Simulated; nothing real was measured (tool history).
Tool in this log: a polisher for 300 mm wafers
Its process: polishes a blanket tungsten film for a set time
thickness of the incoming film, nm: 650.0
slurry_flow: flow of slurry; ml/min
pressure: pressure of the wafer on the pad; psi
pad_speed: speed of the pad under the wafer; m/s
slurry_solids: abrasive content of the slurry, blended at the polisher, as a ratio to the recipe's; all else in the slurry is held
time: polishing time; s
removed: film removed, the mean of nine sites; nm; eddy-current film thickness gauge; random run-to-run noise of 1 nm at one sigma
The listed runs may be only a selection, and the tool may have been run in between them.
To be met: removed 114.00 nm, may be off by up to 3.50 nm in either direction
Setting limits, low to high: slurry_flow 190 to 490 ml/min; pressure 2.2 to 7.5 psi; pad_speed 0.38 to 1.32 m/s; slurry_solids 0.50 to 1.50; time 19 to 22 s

{"run": 1, "hour": 0.0, "slurry_flow": 315, "pressure": 4.8, "pad_speed": 0.84, "slurry_solids": 1.0, "time": 22, "removed": 134.1}
{"run": 2, "hour": 5.2, "slurry_flow": 315, "pressure": 4.6, "pad_speed": 0.84, "slurry_solids": 1.0, "time": 22, "removed": 129.18}
{"run": 3, "hour": 9.8, "slurry_flow": 315, "pressure": 4.5, "pad_speed": 0.84, "slurry_solids": 1.0, "time": 22, "removed": 126.06}
{"run": 4, "hour": 13.4, "slurry_flow": 315, "pressure": 4.5, "pad_speed": 1.0, "slurry_solids": 1.0, "time": 22, "removed": 147.15}
{"run": 5, "hour": 14.2, "slurry_flow": 315, "pressure": 4.2, "pad_speed": 1.0, "slurry_solids": 1.0, "time": 22, "removed": 139.35}
{"run": 6, "hour": 16.3, "slurry_flow": 315, "pressure": 4.0, "pad_speed": 1.0, "slurry_solids": 1.0, "time": 22, "removed": 132.31}
{"run": 7, "hour": 25.3, "slurry_flow": 315, "pressure": 3.9, "pad_speed": 1.0, "slurry_solids": 1.0, "time": 22, "removed": 129.23}
{"run": 8, "hour": 27.0, "slurry_flow": 315, "pressure": 3.8, "pad_speed": 1.0, "slurry_solids": 1.0, "time": 22, "removed": 125.93}
{"run": 9, "hour": 30.6, "slurry_flow": 315, "pressure": 3.7, "pad_speed": 1.0, "slurry_solids": 1.0, "time": 22, "removed": 122.19}

Below are 5 possible settings for the next run. Only one of them brings all results inside the allowed miss of their targets. Which is it?
{"run": "A", "hour": 34.2, "slurry_flow": 340, "pressure": 3.5, "pad_speed": 0.94, "slurry_solids": 1.15, "time": 22, "removed": "?"}
{"run": "B", "hour": 34.2, "slurry_flow": 305, "pressure": 4.1, "pad_speed": 1.06, "slurry_solids": 0.95, "time": 19, "removed": "?"}
{"run": "C", "hour": 34.2, "slurry_flow": 350, "pressure": 4.6, "pad_speed": 0.84, "slurry_solids": 0.9, "time": 19, "removed": "?"}
{"run": "D", "hour": 34.2, "slurry_flow": 340, "pressure": 3.9, "pad_speed": 1.0, "slurry_solids": 1.15, "time": 22, "removed": "?"}
{"run": "E", "hour": 34.2, "slurry_flow": 280, "pressure": 3.3, "pad_speed": 1.12, "slurry_solids": 1.15, "time": 21, "removed": "?"}

move=A removed=113.82
move=B removed=121.48
move=C removed=108.08
move=D removed=134.14
move=E removed=119.69
A: all results in spec
B: better than the last run, though not everything is in spec
C: takes the biggest miss from the last run beyond its target
D: lands further from the targets than the last run did
E: better than the last run, though not everything is in spec
The right move is A.
